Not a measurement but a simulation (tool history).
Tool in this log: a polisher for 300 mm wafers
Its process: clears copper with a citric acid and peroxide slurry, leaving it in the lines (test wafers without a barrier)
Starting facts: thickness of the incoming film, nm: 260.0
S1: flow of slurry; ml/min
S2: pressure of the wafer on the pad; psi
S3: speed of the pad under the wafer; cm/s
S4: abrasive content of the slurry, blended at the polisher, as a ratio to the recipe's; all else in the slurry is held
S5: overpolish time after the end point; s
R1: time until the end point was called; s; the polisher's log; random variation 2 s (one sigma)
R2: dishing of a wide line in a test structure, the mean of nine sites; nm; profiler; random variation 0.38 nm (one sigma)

run 1 day=0.000 | S1=240 S2=2.1 S3=132 S4=1.0 S5=14 | R1=109.650 R2=17.216
run 2 day=0.200 | S1=240 S2=2.4 S3=132 S4=1.0 S5=14 | R1=97.535 R2=19.147
run 3 day=0.404 | S1=240 S2=2.4 S3=132 S4=1.0 S5=8 | R1=96.921 R2=12.410
run 4 day=0.438 | S1=240 S2=2.3 S3=130 S4=1.0 S5=12 | R1=102.100 R2=16.777
run 5 day=0.629 | S1=240 S2=2.3 S3=162 S4=1.0 S5=12 | R1=86.991 R2=18.398
run 6 day=0.958 | S1=240 S2=2.3 S3=162 S4=1.2 S5=12 | R1=83.250 R2=19.445
run 7 day=1.008 | S1=245 S2=2.0 S3=162 S4=1.2 S5=14 | R1=94.717 R2=19.244
run 8 day=1.046 | S1=245 S2=2.0 S3=162 S4=1.2 S5=14 | R1=99.048 R2=19.725
run 9 day=1.154 | S1=245 S2=2.0 S3=162 S4=1.2 S5=14 | R1=96.622 R2=19.217
run 10 day=1.233 | S1=245 S2=1.9 S3=160 S4=1.2 S5=16 | R1=103.240 R2=20.126
run 11 day=1.317 | S1=245 S2=1.8 S3=158 S4=1.2 S5=18 | R1=108.840 R2=21.249

Run 12, settings as shown, results not yet in. Your forecast:
run 12 day=1.596 | S1=245 S2=1.8 S3=158 S4=1.2 S5=19 | R1=? R2=?

{"run 12": {"R1": 109.01, "R2": 21.159}}
